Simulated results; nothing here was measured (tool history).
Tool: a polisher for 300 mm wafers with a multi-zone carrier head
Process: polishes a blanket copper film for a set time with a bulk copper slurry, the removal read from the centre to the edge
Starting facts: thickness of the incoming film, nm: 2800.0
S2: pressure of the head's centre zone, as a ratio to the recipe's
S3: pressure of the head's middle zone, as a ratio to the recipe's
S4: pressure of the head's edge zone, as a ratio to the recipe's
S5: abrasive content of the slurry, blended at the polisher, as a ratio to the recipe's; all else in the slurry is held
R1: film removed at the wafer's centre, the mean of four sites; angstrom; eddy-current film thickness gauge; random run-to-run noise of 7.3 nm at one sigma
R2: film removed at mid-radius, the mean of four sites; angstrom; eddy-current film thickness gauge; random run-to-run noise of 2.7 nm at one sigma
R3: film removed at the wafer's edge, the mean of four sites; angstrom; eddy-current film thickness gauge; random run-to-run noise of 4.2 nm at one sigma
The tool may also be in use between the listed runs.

run 1 hour=0.0 | flow_of_slurry_(ml/min)=190 S2=1.00 S3=1.00 S4=1.00 S5=1.00 polishing_time_(s)=86 | R1=4023.5 R2=4035.5 R3=3895.5
run 2 hour=2.3 | flow_of_slurry_(ml/min)=190 S2=1.00 S3=0.95 S4=1.00 S5=1.00 polishing_time_(s)=86 | R1=3953.3 R2=3872.6 R3=3967.1
run 3 hour=5.2 | flow_of_slurry_(ml/min)=200 S2=1.03 S3=0.95 S4=1.02 S5=1.05 polishing_time_(s)=86 | R1=4144.2 R2=3977.3 R3=4034.4
run 4 hour=11.6 | flow_of_slurry_(ml/min)=200 S2=1.08 S3=0.95 S4=1.02 S5=1.05 polishing_time_(s)=86 | R1=4313.7 R2=3954.1 R3=4128.0
run 5 hour=16.5 | flow_of_slurry_(ml/min)=200 S2=1.08 S3=0.95 S4=0.97 S5=1.05 polishing_time_(s)=86 | R1=4291.8 R2=3948.0 R3=3970.3
run 6 hour=21.3 | flow_of_slurry_(ml/min)=210 S2=1.10 S3=0.95 S4=0.98 S5=1.05 polishing_time_(s)=86 | R1=4369.7 R2=3944.9 R3=4030.9
run 7 hour=22.4 | flow_of_slurry_(ml/min)=215 S2=1.12 S3=0.95 S4=0.99 S5=1.10 polishing_time_(s)=86 | R1=4512.8 R2=4044.8 R3=4169.6
run 8 hour=28.2 | flow_of_slurry_(ml/min)=220 S2=1.13 S3=0.94 S4=0.98 S5=1.10 polishing_time_(s)=87 | R1=4666.9 R2=4078.7 R3=4100.8

Run 9 has not been measured yet. What should we expect?
run 9 hour=35.1 | flow_of_slurry_(ml/min)=225 S2=1.14 S3=0.94 S4=1.00 S5=1.10 polishing_time_(s)=87 | R1=? R2=? R3=?

Run 9 gave R1 4634.4 angstrom, R2 4067.9 angstrom, R3 4138.6 angstrom.

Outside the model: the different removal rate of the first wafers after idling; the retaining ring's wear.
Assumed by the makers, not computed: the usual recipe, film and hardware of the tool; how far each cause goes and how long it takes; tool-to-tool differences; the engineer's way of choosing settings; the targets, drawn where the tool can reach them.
